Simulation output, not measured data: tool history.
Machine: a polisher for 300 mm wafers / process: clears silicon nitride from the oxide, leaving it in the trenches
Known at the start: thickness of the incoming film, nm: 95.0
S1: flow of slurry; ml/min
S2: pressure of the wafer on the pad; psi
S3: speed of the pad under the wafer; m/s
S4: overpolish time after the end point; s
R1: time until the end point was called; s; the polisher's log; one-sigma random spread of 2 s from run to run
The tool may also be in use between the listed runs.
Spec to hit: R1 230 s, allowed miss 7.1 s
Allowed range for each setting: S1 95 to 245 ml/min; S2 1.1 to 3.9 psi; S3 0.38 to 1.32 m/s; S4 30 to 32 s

| run | hour | S1 | S2 | S3 | S4 | R1 |
|---|---|---|---|---|---|---|
| 1 | 0 | 155 | 2.5 | 0.84 | 30 | 159.6 |
| 2 | 3.9 | 155 | 2.5 | 0.76 | 30 | 174.61 |
| 3 | 10.4 | 130 | 2.5 | 0.76 | 30 | 180.01 |
| 4 | 12.9 | 130 | 2.5 | 0.76 | 30 | 182.9 |
| 5 | 18.4 | 130 | 2.5 | 0.84 | 30 | 166.03 |
| 6 | 24.2 | 130 | 2.3 | 0.84 | 30 | 180.22 |
| 7 | 29.8 | 125 | 2.1 | 0.84 | 30 | 198.94 |
| 8 | 32.6 | 120 | 2 | 0.84 | 30 | 206.14 |
| 9 | 36 | 115 | 1.9 | 0.84 | 30 | 218.96 |

Pick the move, out of 4, that brings all results within their allowed miss; only one does.
| A | 39.4 | 110 | 1.9 | 0.94 | 32 | ? |
| B | 39.4 | 115 | 2.1 | 0.82 | 32 | ? |
| C | 39.4 | 105 | 1.7 | 0.9 | 32 | ? |
| D | 39.4 | 155 | 1.9 | 0.82 | 30 | ? |

| move | R1 |
|---|---|
| A | 197.67 |
| B | 203.33 |
| C | 231.42 |
| D | 213.25 |
A: moves away from the targets compared with the last run
B: moves away from the targets compared with the last run
C: every result within its allowed miss
D: moves away from the targets compared with the last run
The right move is C.
